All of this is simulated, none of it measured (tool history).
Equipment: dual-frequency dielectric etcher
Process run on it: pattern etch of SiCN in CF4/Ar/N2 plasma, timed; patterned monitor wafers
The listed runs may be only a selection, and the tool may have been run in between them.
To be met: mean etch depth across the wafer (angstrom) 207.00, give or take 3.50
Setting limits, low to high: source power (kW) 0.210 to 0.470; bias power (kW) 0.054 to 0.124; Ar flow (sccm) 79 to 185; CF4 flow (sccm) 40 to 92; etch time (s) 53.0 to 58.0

run  hour  source power (kW)  bias power (kW)  Ar flow (sccm)  CF4 flow (sccm)  etch time (s)  mean etch depth across the wafer (angstrom)
  1   0.0              0.340            0.089             132               66           58.0                                       359.89
  2   4.6              0.340            0.089             132               59           58.0                                       353.02
  3  12.1              0.340            0.089             132               63           58.0                                       355.31
  4  20.5              0.320            0.084             136               61           58.0                                       329.54
  5  22.2              0.310            0.080             140               59           57.5                                       306.76
  6  28.2              0.310            0.067             140               59           57.5                                       291.55
  7  36.3              0.310            0.067             140               59           57.5                                       291.45
  8  44.2              0.300            0.065             142               58           57.5                                       275.84

Exercise: of the 4 proposed moves below, exactly one satisfies all targets within the stated allowed misses. Which move is it?
  A  52.1              0.230            0.056             145               61           53.0                                            ?
  B  52.1              0.270            0.062             185               56           53.0                                            ?
  C  52.1              0.250            0.054             151               58           53.0                                            ?
  D  52.1              0.260            0.054             140               54           53.0                                            ?

move  mean etch depth across the wafer (angstrom)
   A                                       185.35
   B                                       215.55
   C                                       198.97
   D                                       208.55
A: takes the result that was furthest off past its target
B: nearer than the last run, and not there yet
C: takes the result that was furthest off past its target
D: in spec on every target
D meets every target.

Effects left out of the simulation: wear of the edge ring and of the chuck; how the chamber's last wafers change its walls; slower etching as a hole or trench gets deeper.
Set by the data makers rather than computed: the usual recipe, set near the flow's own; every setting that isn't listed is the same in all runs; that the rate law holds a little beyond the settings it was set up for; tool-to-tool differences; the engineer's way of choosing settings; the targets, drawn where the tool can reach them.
